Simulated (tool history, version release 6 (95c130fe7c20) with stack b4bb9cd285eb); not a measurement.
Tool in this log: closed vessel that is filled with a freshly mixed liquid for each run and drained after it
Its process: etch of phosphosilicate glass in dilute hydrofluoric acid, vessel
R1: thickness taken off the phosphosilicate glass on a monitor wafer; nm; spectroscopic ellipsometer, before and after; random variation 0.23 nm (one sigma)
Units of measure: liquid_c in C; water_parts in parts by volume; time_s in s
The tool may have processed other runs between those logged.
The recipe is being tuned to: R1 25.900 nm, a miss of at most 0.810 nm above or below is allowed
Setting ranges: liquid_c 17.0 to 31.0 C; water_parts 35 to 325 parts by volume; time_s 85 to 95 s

{"run": 1, "day": 0.0, "liquid_c": 23.0, "water_parts": 180, "time_s": 85, "R1": 45.788}
{"run": 2, "day": 0.3, "liquid_c": 23.0, "water_parts": 180, "time_s": 95, "R1": 50.758}
{"run": 3, "day": 0.579, "liquid_c": 24.5, "water_parts": 180, "time_s": 95, "R1": 55.215}
{"run": 4, "day": 0.646, "liquid_c": 24.5, "water_parts": 180, "time_s": 85, "R1": 48.544}
{"run": 5, "day": 0.692, "liquid_c": 24.5, "water_parts": 205, "time_s": 85, "R1": 41.587}
{"run": 6, "day": 0.804, "liquid_c": 24.5, "water_parts": 255, "time_s": 85, "R1": 31.943}
{"run": 7, "day": 1.088, "liquid_c": 24.0, "water_parts": 255, "time_s": 85, "R1": 31.311}
{"run": 8, "day": 1.221, "liquid_c": 23.5, "water_parts": 255, "time_s": 85, "R1": 30.284}
{"run": 9, "day": 1.583, "liquid_c": 23.0, "water_parts": 255, "time_s": 85, "R1": 29.588}
{"run": 10, "day": 1.896, "liquid_c": 22.5, "water_parts": 255, "time_s": 85, "R1": 29.789}
{"run": 11, "day": 2.229, "liquid_c": 22.0, "water_parts": 255, "time_s": 85, "R1": 29.358}
{"run": 12, "day": 2.542, "liquid_c": 21.5, "water_parts": 255, "time_s": 85, "R1": 28.654}
{"run": 13, "day": 2.725, "liquid_c": 21.0, "water_parts": 255, "time_s": 85, "R1": 28.009}
{"run": 14, "day": 3.071, "liquid_c": 20.5, "water_parts": 255, "time_s": 85, "R1": 27.304}
{"run": 15, "day": 3.383, "liquid_c": 20.0, "water_parts": 255, "time_s": 85, "R1": 26.338}

Pick the move, out of 4, that brings all results within their allowed miss; only one does.
{"run": "A", "day": 3.696, "liquid_c": 21.0, "water_parts": 255, "time_s": 85, "R1": "?"}
{"run": "B", "day": 3.696, "liquid_c": 22.5, "water_parts": 280, "time_s": 85, "R1": "?"}
{"run": "C", "day": 3.696, "liquid_c": 20.0, "water_parts": 275, "time_s": 85, "R1": "?"}
{"run": "D", "day": 3.696, "liquid_c": 19.0, "water_parts": 240, "time_s": 85, "R1": "?"}

move=A R1=28.211
move=B R1=26.494
move=C R1=24.745
move=D R1=28.198
A: further off than the last run
B: each result inside its tolerance
C: the result that was furthest off in the last run now lies on the other side of its target
D: further off than the last run
Answer: B

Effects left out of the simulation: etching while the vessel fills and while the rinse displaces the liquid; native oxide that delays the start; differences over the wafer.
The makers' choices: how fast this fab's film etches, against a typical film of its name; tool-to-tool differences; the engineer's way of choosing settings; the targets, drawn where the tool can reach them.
